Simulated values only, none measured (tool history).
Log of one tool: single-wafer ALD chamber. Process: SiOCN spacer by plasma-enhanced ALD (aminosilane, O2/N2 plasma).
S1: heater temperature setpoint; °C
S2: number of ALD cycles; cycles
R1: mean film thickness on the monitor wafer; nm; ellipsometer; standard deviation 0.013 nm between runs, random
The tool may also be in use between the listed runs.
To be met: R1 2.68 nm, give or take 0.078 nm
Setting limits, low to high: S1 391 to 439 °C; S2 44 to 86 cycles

Run 1, day 0: S1 415 °C, S2 65 cycles. Result: R1 3.7176 nm.
Run 2, day 0.192: S1 416 °C, S2 62 cycles. Result: R1 3.5269 nm.
Run 3, day 0.3: S1 417 °C, S2 60 cycles. Result: R1 3.4375 nm.
Run 4, day 0.608: S1 417 °C, S2 54 cycles. Result: R1 3.0897 nm.
Run 5, day 0.867: S1 418 °C, S2 53 cycles. Result: R1 3.0304 nm.
Run 6, day 1.121: S1 409 °C, S2 53 cycles. Result: R1 3.1206 nm.
Run 7, day 1.338: S1 410 °C, S2 52 cycles. Result: R1 3.0074 nm.
Run 8, day 1.471: S1 410 °C, S2 51 cycles. Result: R1 2.958 nm.
Run 9, day 1.733: S1 410 °C, S2 51 cycles. Result: R1 2.9751 nm.
Run 10, day 1.825: S1 410 °C, S2 50 cycles. Result: R1 2.9278 nm.
Run 11, day 1.938: S1 410 °C, S2 49 cycles. Result: R1 2.8774 nm.
Run 12, day 2.129: S1 416 °C, S2 44 cycles. Result: R1 2.5376 nm.
Run 13, day 2.3: S1 415 °C, S2 44 cycles. Result: R1 2.5451 nm.
Run 14, day 2.621: S1 414 °C, S2 44 cycles. Result: R1 2.5374 nm.
Run 15, day 2.721: S1 413 °C, S2 44 cycles. Result: R1 2.5474 nm.
Run 16, day 3.088: S1 412 °C, S2 44 cycles. Result: R1 2.525 nm.

Consider the 4 candidate settings below. Which is the only one whose results all fall within their allowed miss of target?
Run A, day 3.454: S1 414 °C, S2 44 cycles. Result: R1 ?.
Run B, day 3.454: S1 415 °C, S2 44 cycles. Result: R1 ?.
Run C, day 3.454: S1 411 °C, S2 50 cycles. Result: R1 ?.
Run D, day 3.454: S1 416 °C, S2 47 cycles. Result: R1 ?.

move      R1
   A  2.5479
   B  2.5402
   C  2.9215
   D  2.7052
A: gains on the last run, yet a result remains outside its allowed miss
B: gains on the last run, yet a result remains outside its allowed miss
C: pushes the last run's worst result past its target
D: all results in spec
The right move is D.

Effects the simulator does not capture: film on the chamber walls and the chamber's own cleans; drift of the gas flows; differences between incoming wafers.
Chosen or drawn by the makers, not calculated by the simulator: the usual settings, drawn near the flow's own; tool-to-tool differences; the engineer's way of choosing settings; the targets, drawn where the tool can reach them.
